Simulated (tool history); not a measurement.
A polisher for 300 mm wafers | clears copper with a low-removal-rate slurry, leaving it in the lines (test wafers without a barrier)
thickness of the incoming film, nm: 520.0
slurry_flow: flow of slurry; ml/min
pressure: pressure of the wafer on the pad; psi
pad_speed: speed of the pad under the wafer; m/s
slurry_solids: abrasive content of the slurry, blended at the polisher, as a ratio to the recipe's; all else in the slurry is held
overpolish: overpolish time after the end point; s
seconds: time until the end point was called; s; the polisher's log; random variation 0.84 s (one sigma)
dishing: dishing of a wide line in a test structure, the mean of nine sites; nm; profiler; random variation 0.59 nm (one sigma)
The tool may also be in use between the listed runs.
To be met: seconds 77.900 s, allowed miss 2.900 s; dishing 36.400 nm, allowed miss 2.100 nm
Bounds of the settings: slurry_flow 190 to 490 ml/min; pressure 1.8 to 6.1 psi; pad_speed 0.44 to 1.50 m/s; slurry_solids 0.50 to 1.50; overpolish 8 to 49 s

run	hour	slurry_flow	pressure	pad_speed	slurry_solids	overpolish	seconds	dishing
1	0.0	315	3.9	0.96	1.00	25	111.790	60.824
2	7.0	315	3.9	0.96	1.00	17	113.470	46.610
3	14.1	315	3.9	0.96	0.85	17	118.110	46.779
4	19.8	315	3.9	0.78	0.85	17	141.230	39.897
5	28.5	355	4.4	0.72	1.00	15	132.040	39.259
6	35.9	355	4.4	0.72	0.85	15	136.350	38.652
7	40.6	320	5.4	0.94	1.10	8	82.059	34.876
8	49.0	320	5.5	0.94	1.10	9	82.262	38.461
9	50.2	310	5.6	0.94	1.15	9	79.241	39.743
10	51.5	330	5.6	0.94	1.15	9	79.169	40.466
11	57.0	315	5.6	0.94	1.15	9	78.103	40.213
12	61.6	315	5.7	0.94	1.10	9	77.258	40.651
13	70.1	315	5.6	0.94	1.20	9	77.647	40.847
14	73.8	315	5.7	0.94	1.15	9	77.355	39.961
15	81.4	305	5.8	0.94	1.10	9	77.691	39.995
16	89.0	330	5.8	0.94	1.05	9	77.322	40.190
17	90.2	295	5.8	0.94	1.05	9	77.097	38.809

Which of these 4 next moves meets every target?
A	91.4	290	5.0	1.18	0.95	9	?	?
B	91.4	295	6.1	0.90	1.05	10	?	?
C	91.4	325	6.0	0.90	1.10	10	?	?
D	91.4	285	4.7	1.18	1.00	8	?	?

move	seconds	dishing
A	75.083	42.282
B	78.895	44.290
C	78.843	44.294
D	79.176	37.057
A: further off than the last run
B: further off than the last run
C: further off than the last run
D: meets every target
Answer: D
